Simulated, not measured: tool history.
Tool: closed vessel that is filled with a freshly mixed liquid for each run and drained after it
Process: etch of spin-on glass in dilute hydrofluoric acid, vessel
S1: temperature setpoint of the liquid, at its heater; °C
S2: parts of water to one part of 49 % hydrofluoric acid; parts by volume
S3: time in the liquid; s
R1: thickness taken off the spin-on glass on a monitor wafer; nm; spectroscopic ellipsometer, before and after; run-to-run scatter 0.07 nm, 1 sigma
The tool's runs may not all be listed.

Run 1, hour 0.0: S1 24.0 °C, S2 55 parts by volume, S3 35 s. Result: R1 18.128 nm.
Run 2, hour 6.8: S1 24.0 °C, S2 55 parts by volume, S3 35 s. Result: R1 18.341 nm.
Run 3, hour 11.1: S1 24.0 °C, S2 55 parts by volume, S3 30 s. Result: R1 15.712 nm.
Run 4, hour 13.5: S1 22.5 °C, S2 55 parts by volume, S3 30 s. Result: R1 14.669 nm.
Run 5, hour 14.1: S1 22.5 °C, S2 45 parts by volume, S3 30 s. Result: R1 18.120 nm.
Run 6, hour 18.6: S1 21.0 °C, S2 45 parts by volume, S3 30 s. Result: R1 17.144 nm.
Run 7, hour 26.6: S1 20.0 °C, S2 45 parts by volume, S3 30 s. Result: R1 16.586 nm.
Run 8, hour 27.4: S1 19.0 °C, S2 50 parts by volume, S3 30 s. Result: R1 13.963 nm.
Run 9, hour 29.8: S1 19.0 °C, S2 50 parts by volume, S3 30 s. Result: R1 13.923 nm.

For run 10, what comes out?
Run 10, hour 31.9: S1 18.5 °C, S2 50 parts by volume, S3 30 s. Result: R1 ?.

{"run 10": {"R1": 13.767}}

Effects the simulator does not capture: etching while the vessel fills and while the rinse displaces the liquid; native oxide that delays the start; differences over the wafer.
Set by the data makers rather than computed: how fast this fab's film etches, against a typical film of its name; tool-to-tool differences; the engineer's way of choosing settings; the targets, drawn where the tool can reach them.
